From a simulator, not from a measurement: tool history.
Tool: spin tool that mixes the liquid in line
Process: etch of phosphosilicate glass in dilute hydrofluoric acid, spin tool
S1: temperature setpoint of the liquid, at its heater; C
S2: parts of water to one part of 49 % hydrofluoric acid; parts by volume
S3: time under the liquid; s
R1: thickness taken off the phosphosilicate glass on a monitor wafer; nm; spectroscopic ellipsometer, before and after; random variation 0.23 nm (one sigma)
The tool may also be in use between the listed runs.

run,day,S1,S2,S3,R1
1,0,23,150,55,32.213
2,0.179,23,125,55,39.223
3,0.321,20,125,55,35.367
4,0.638,19.5,130,55,33.58
5,0.838,19,135,55,31.166
6,0.921,18.5,140,55,29.533

Forecast run 7:
7,1.204,18.5,145,55,?

Run 7 gave R1 28.735 nm.
